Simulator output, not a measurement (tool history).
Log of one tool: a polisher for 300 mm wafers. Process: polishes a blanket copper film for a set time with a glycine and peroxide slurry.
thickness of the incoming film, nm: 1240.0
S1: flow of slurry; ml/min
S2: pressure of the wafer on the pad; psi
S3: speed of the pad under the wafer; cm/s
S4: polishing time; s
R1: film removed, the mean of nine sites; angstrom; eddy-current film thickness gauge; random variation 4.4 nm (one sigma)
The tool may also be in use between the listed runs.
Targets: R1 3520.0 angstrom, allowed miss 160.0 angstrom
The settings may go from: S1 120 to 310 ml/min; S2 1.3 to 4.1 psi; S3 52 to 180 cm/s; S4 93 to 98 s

{"run": 1, "hour": 0.0, "S1": 200, "S2": 2.7, "S3": 116, "S4": 93, "R1": 6132.1}
{"run": 2, "hour": 8.0, "S1": 200, "S2": 2.5, "S3": 114, "S4": 93, "R1": 5449.6}
{"run": 3, "hour": 15.0, "S1": 200, "S2": 2.5, "S3": 114, "S4": 98, "R1": 5796.2}
{"run": 4, "hour": 17.0, "S1": 235, "S2": 2.5, "S3": 114, "S4": 98, "R1": 5913.4}
{"run": 5, "hour": 20.5, "S1": 235, "S2": 2.2, "S3": 114, "S4": 98, "R1": 5294.1}
{"run": 6, "hour": 22.5, "S1": 235, "S2": 2.2, "S3": 114, "S4": 98, "R1": 5403.0}
{"run": 7, "hour": 23.5, "S1": 235, "S2": 2.1, "S3": 112, "S4": 98, "R1": 5155.7}
{"run": 8, "hour": 27.0, "S1": 235, "S2": 2.0, "S3": 110, "S4": 98, "R1": 4869.7}
{"run": 9, "hour": 32.5, "S1": 235, "S2": 2.0, "S3": 110, "S4": 98, "R1": 4866.6}
{"run": 10, "hour": 36.3, "S1": 235, "S2": 1.9, "S3": 108, "S4": 98, "R1": 4478.5}

5 next moves are on the table. One of them brings every result within its allowed miss. Which?
{"run": "A", "hour": 40.1, "S1": 265, "S2": 2.0, "S3": 118, "S4": 98, "R1": "?"}
{"run": "B", "hour": 40.1, "S1": 230, "S2": 2.8, "S3": 106, "S4": 98, "R1": "?"}
{"run": "C", "hour": 40.1, "S1": 240, "S2": 1.6, "S3": 100, "S4": 93, "R1": "?"}
{"run": "D", "hour": 40.1, "S1": 155, "S2": 2.5, "S3": 128, "S4": 98, "R1": "?"}
{"run": "E", "hour": 40.1, "S1": 225, "S2": 2.3, "S3": 132, "S4": 98, "R1": "?"}

move=A R1=5197.4
move=B R1=6187.9
move=C R1=3597.5
move=D R1=6206.4
move=E R1=6290.7
A: further off than the last run
B: further off than the last run
C: meets every target
D: further off than the last run
E: further off than the last run
Answer: C
